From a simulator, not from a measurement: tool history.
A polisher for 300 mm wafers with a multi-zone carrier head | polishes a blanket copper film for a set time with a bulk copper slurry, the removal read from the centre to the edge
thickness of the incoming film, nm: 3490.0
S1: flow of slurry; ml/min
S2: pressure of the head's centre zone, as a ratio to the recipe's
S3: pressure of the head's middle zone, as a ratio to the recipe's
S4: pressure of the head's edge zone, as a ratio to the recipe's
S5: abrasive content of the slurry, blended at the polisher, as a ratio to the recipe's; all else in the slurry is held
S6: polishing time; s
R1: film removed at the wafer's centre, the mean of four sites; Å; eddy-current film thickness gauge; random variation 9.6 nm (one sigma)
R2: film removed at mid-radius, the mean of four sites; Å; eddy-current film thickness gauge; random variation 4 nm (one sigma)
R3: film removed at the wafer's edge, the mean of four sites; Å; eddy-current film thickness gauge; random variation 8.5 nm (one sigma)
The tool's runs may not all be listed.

run	hour	S1	S2	S3	S4	S5	S6	R1	R2	R3
1	0	150	1	1	1	1	56	3830.7	3883.1	3946
2	6.7	160	1.03	1.01	1.03	1.1	58	4273	4265.6	4167.2
3	15.6	160	1.03	1.01	1.03	1.1	68	4997.1	4957.9	4855.9
4	18	160	1.04	1	1.05	1.15	70	5091.3	5149.3	5127.3
5	21.3	160	0.99	1	1.05	1.15	70	4975.8	5120.6	5077.8
6	26.1	160	0.99	1	1.1	1.15	70	5022.5	5117.8	5235.5
7	30	165	1.02	0.99	1.11	1.2	71	5310.1	5207.5	5404.1

Forecast run 8:
8	38.8	170	1.04	0.99	1.12	1.25	71	?	?	?

{"run 8": {"R1": 5372, "R2": 5321.5, "R3": 5507.8}}
